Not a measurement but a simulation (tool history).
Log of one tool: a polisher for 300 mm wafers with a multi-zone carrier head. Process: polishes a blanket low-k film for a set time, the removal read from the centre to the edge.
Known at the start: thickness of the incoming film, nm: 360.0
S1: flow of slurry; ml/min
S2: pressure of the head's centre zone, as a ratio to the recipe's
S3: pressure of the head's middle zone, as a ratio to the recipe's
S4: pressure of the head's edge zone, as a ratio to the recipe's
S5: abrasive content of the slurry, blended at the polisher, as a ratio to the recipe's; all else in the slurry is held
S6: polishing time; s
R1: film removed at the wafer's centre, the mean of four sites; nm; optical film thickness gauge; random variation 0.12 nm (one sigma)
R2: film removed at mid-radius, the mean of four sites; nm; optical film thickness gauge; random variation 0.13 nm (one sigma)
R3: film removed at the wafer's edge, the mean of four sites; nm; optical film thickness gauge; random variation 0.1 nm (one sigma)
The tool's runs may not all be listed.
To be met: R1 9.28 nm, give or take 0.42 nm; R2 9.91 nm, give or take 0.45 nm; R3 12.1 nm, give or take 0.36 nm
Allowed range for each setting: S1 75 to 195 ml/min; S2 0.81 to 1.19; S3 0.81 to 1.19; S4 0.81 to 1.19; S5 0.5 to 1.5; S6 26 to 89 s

| run | day | S1 | S2 | S3 | S4 | S5 | S6 | R1 | R2 | R3 |
|---|---|---|---|---|---|---|---|---|---|---|
| 1 | 0 | 125 | 1 | 1 | 1 | 1 | 57 | 22.275 | 22.621 | 23.047 |
| 2 | 0.104 | 115 | 0.97 | 0.97 | 1 | 0.9 | 53 | 18.862 | 18.756 | 20.336 |
| 3 | 0.467 | 115 | 0.89 | 0.97 | 1 | 0.9 | 53 | 17.419 | 18.704 | 19.842 |
| 4 | 0.621 | 115 | 0.97 | 0.97 | 1 | 0.9 | 53 | 18.709 | 19.112 | 20.344 |
| 5 | 0.738 | 145 | 0.97 | 0.97 | 1 | 0.9 | 53 | 19.966 | 20.04 | 21.145 |
| 6 | 0.988 | 145 | 0.97 | 0.97 | 1 | 0.7 | 53 | 16.378 | 16.872 | 16.964 |
| 7 | 1.342 | 135 | 0.94 | 0.95 | 1.02 | 0.65 | 51 | 14.09 | 14.161 | 15.205 |
| 8 | 1.562 | 100 | 0.84 | 0.96 | 1.08 | 0.5 | 50 | 8.1097 | 9.6444 | 10.683 |
| 9 | 1.708 | 130 | 0.85 | 0.86 | 1.13 | 0.55 | 50 | 10.256 | 10.688 | 13.19 |
| 10 | 1.996 | 125 | 0.85 | 0.86 | 1.13 | 0.55 | 50 | 10.1 | 10.586 | 12.697 |
| 11 | 2.271 | 125 | 0.85 | 0.86 | 1.13 | 0.55 | 50 | 9.9779 | 10.478 | 12.848 |
| 12 | 2.562 | 125 | 0.85 | 0.86 | 1.13 | 0.55 | 50 | 10.18 | 10.371 | 12.867 |
| 13 | 2.888 | 120 | 0.85 | 0.86 | 1.13 | 0.55 | 50 | 9.6751 | 10.662 | 12.985 |
| 14 | 3.167 | 125 | 0.84 | 0.86 | 1.13 | 0.55 | 50 | 10.091 | 10.424 | 12.887 |
| 15 | 3.233 | 120 | 0.84 | 0.86 | 1.12 | 0.55 | 50 | 9.7701 | 10.473 | 12.6 |
| 16 | 3.258 | 120 | 0.84 | 0.86 | 1.12 | 0.55 | 50 | 9.7842 | 10.343 | 12.818 |

Of the 5 settings listed for the next run, only one would bring every result within its allowed miss of target. Which one?
| A | 3.283 | 95 | 0.81 | 1.04 | 1.19 | 0.5 | 54 | ? | ? | ? |
| B | 3.283 | 110 | 0.87 | 0.87 | 1.06 | 0.55 | 52 | ? | ? | ? |
| C | 3.283 | 120 | 0.84 | 0.87 | 1.14 | 0.5 | 54 | ? | ? | ? |
| D | 3.283 | 130 | 0.87 | 0.84 | 1.04 | 0.5 | 58 | ? | ? | ? |
| E | 3.283 | 150 | 0.9 | 0.95 | 1.12 | 0.55 | 46 | ? | ? | ? |

| move | R1 | R2 | R3 |
|---|---|---|---|
| A | 8.473 | 10.599 | 11.878 |
| B | 10.405 | 10.381 | 12.607 |
| C | 9.4008 | 9.6888 | 12.129 |
| D | 10.672 | 10.292 | 12.601 |
| E | 10.287 | 10.566 | 12.01 |
A: the furthest-off result lands on target, but another misses its tolerance
B: the biggest miss grows against the last run
C: in spec on every target
D: the biggest miss grows against the last run
E: the furthest-off result lands on target, but another misses its tolerance
Correct choice: C, which meets every target

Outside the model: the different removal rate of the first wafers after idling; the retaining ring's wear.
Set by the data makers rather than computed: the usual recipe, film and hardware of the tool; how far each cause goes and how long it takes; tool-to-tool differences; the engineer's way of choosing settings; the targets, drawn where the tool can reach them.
